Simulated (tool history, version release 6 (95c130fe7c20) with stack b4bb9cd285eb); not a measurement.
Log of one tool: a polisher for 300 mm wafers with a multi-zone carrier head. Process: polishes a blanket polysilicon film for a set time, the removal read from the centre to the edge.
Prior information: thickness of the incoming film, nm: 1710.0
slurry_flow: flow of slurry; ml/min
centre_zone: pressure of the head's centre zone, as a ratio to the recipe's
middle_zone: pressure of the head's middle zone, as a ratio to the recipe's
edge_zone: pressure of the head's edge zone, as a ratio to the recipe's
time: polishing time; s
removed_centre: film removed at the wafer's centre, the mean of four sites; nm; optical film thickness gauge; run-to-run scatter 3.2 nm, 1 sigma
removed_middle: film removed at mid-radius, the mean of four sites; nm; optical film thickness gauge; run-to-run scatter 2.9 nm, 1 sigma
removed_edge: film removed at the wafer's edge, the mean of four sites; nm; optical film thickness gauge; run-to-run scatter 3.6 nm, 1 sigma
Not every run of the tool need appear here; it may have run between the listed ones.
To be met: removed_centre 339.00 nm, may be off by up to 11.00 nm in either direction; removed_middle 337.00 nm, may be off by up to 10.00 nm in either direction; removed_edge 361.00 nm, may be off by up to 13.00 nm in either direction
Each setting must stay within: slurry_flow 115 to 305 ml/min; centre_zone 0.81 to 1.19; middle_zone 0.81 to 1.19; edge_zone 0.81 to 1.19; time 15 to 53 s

Run 1, day 0.000: slurry_flow 195 ml/min, centre_zone 1.00, middle_zone 1.00, edge_zone 1.00, time 34 s. Result: removed_centre 258.79 nm, removed_middle 249.55 nm, removed_edge 260.41 nm.
Run 2, day 0.258: slurry_flow 195 ml/min, centre_zone 1.00, middle_zone 1.00, edge_zone 1.00, time 42 s. Result: removed_centre 315.22 nm, removed_middle 313.65 nm, removed_edge 326.37 nm.
Run 3, day 0.458: slurry_flow 195 ml/min, centre_zone 1.00, middle_zone 1.00, edge_zone 1.04, time 42 s. Result: removed_centre 314.51 nm, removed_middle 310.49 nm, removed_edge 323.55 nm.
Run 4, day 0.750: slurry_flow 195 ml/min, centre_zone 1.00, middle_zone 1.00, edge_zone 1.04, time 37 s. Result: removed_centre 277.37 nm, removed_middle 273.03 nm, removed_edge 283.20 nm.
Run 5, day 1.050: slurry_flow 195 ml/min, centre_zone 1.00, middle_zone 1.00, edge_zone 1.04, time 33 s. Result: removed_centre 246.79 nm, removed_middle 243.03 nm, removed_edge 252.38 nm.
Run 6, day 1.367: slurry_flow 195 ml/min, centre_zone 1.00, middle_zone 1.00, edge_zone 1.04, time 35 s. Result: removed_centre 264.99 nm, removed_middle 259.21 nm, removed_edge 272.57 nm.
Run 7, day 1.729: slurry_flow 200 ml/min, centre_zone 1.00, middle_zone 1.00, edge_zone 1.06, time 36 s. Result: removed_centre 274.16 nm, removed_middle 267.91 nm, removed_edge 282.88 nm.
Run 8, day 2.062: slurry_flow 215 ml/min, centre_zone 1.00, middle_zone 1.01, edge_zone 1.08, time 37 s. Result: removed_centre 286.77 nm, removed_middle 280.29 nm, removed_edge 296.84 nm.
Run 9, day 2.096: slurry_flow 225 ml/min, centre_zone 1.00, middle_zone 1.02, edge_zone 1.10, time 37 s. Result: removed_centre 288.47 nm, removed_middle 288.50 nm, removed_edge 299.23 nm.
Run 10, day 2.217: slurry_flow 230 ml/min, centre_zone 1.00, middle_zone 1.02, edge_zone 1.11, time 38 s. Result: removed_centre 292.14 nm, removed_middle 290.96 nm, removed_edge 312.71 nm.
Run 11, day 2.267: slurry_flow 240 ml/min, centre_zone 1.01, middle_zone 1.03, edge_zone 1.12, time 38 s. Result: removed_centre 297.63 nm, removed_middle 296.52 nm, removed_edge 310.43 nm.

5 candidate next runs follow, results not yet known. Just one meets every target within its allowed miss. Identify it.
Run A, day 2.317: slurry_flow 245 ml/min, centre_zone 1.06, middle_zone 0.96, edge_zone 1.13, time 44 s. Result: removed_centre ?, removed_middle ?, removed_edge ?.
Run B, day 2.317: slurry_flow 275 ml/min, centre_zone 0.98, middle_zone 1.00, edge_zone 1.11, time 44 s. Result: removed_centre ?, removed_middle ?, removed_edge ?.
Run C, day 2.317: slurry_flow 240 ml/min, centre_zone 1.03, middle_zone 0.95, edge_zone 1.19, time 42 s. Result: removed_centre ?, removed_middle ?, removed_edge ?.
Run D, day 2.317: slurry_flow 200 ml/min, centre_zone 1.02, middle_zone 0.90, edge_zone 1.19, time 47 s. Result: removed_centre ?, removed_middle ?, removed_edge ?.
Run E, day 2.317: slurry_flow 240 ml/min, centre_zone 1.02, middle_zone 0.87, edge_zone 1.19, time 46 s. Result: removed_centre ?, removed_middle ?, removed_edge ?.

move  removed_centre  removed_middle  removed_edge
   A          363.44          321.32        361.41
   B          340.83          337.12        361.55
   C          336.07          303.29        353.74
   D          362.22          316.54        388.85
   E          364.27          308.77        387.84
A: an improvement on the last run, though not all results are within tolerance
B: in spec on every target
C: an improvement on the last run, though not all results are within tolerance
D: an improvement on the last run, though not all results are within tolerance
E: an improvement on the last run, though not all results are within tolerance
B meets every target.
